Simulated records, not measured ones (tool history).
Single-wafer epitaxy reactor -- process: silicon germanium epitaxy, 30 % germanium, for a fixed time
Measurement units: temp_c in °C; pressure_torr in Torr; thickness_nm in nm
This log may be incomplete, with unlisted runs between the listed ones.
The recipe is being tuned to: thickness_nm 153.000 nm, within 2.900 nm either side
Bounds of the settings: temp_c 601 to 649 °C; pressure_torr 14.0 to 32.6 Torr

{"run": 1, "day": 0.0, "temp_c": 625, "pressure_torr": 23.3, "thickness_nm": 101.5}
{"run": 2, "day": 0.258, "temp_c": 625, "pressure_torr": 20.7, "thickness_nm": 96.546}
{"run": 3, "day": 0.433, "temp_c": 627, "pressure_torr": 21.0, "thickness_nm": 101.31}
{"run": 4, "day": 0.696, "temp_c": 629, "pressure_torr": 21.1, "thickness_nm": 104.91}
{"run": 5, "day": 0.838, "temp_c": 631, "pressure_torr": 21.2, "thickness_nm": 109.26}
{"run": 6, "day": 1.079, "temp_c": 631, "pressure_torr": 17.9, "thickness_nm": 100.49}
{"run": 7, "day": 1.396, "temp_c": 633, "pressure_torr": 18.3, "thickness_nm": 106.34}
{"run": 8, "day": 1.571, "temp_c": 635, "pressure_torr": 18.6, "thickness_nm": 111.54}
{"run": 9, "day": 1.65, "temp_c": 636, "pressure_torr": 18.8, "thickness_nm": 112.78}
{"run": 10, "day": 1.767, "temp_c": 637, "pressure_torr": 19.2, "thickness_nm": 117.3}
{"run": 11, "day": 2.029, "temp_c": 638, "pressure_torr": 19.4, "thickness_nm": 118.41}
{"run": 12, "day": 2.283, "temp_c": 639, "pressure_torr": 19.7, "thickness_nm": 123.77}
{"run": 13, "day": 2.567, "temp_c": 640, "pressure_torr": 19.8, "thickness_nm": 124.73}
{"run": 14, "day": 2.779, "temp_c": 649, "pressure_torr": 23.9, "thickness_nm": 161.63}

Consider the 4 candidate settings below. Which is the only one whose results all fall within their allowed miss of target?
{"run": "A", "day": 2.992, "temp_c": 646, "pressure_torr": 24.3, "thickness_nm": "?"}
{"run": "B", "day": 2.992, "temp_c": 642, "pressure_torr": 25.6, "thickness_nm": "?"}
{"run": "C", "day": 2.992, "temp_c": 649, "pressure_torr": 27.4, "thickness_nm": "?"}
{"run": "D", "day": 2.992, "temp_c": 645, "pressure_torr": 22.4, "thickness_nm": "?"}

move=A thickness_nm=154.990
move=B thickness_nm=147.690
move=C thickness_nm=172.580
move=D thickness_nm=146.690
A: all results land within tolerance of their targets
B: moves the result that the last run missed by most past its target, out the other side
C: its largest miss is bigger than the last run's
D: moves the result that the last run missed by most past its target, out the other side
The right move is A.
